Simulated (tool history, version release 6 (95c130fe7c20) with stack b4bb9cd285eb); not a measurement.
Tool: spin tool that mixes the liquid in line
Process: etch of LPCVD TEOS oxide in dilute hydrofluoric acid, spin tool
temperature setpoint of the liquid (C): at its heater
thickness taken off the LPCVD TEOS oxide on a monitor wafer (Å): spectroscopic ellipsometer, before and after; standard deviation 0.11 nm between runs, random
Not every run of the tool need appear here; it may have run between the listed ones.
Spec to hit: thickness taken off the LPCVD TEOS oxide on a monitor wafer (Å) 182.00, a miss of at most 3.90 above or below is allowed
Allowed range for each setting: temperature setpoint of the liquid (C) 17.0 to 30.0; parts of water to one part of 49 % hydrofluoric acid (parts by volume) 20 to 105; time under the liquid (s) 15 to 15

run	day	temperature setpoint of the liquid (C)	parts of water to one part of 49 % hydrofluoric acid (parts by volume)	time under the liquid (s)	thickness taken off the LPCVD TEOS oxide on a monitor wafer (Å)
1	0.000	22.0	55	15	107.98
2	0.038	24.5	50	15	132.87
3	0.296	26.0	50	15	141.52
4	0.454	26.0	30	15	240.86
5	0.804	29.0	30	15	268.27
6	1.121	26.0	30	15	241.82
7	1.412	23.5	30	15	218.00
8	1.717	22.0	30	15	204.65
9	1.817	22.0	30	15	202.68

4 candidate next runs follow, results not yet known. Just one meets every target within its allowed miss. Identify it.
A	1.917	18.5	25	15	?
B	1.917	20.5	25	15	?
C	1.917	19.5	30	15	?
D	1.917	21.0	30	15	?

move	thickness taken off the LPCVD TEOS oxide on a monitor wafer (Å)
A	213.40
B	232.76
C	184.65
D	196.96
A: moves away from the targets compared with the last run
B: moves away from the targets compared with the last run
C: every result within its allowed miss
D: nearer the targets than the last run, but a result is still out of spec
Answer: C
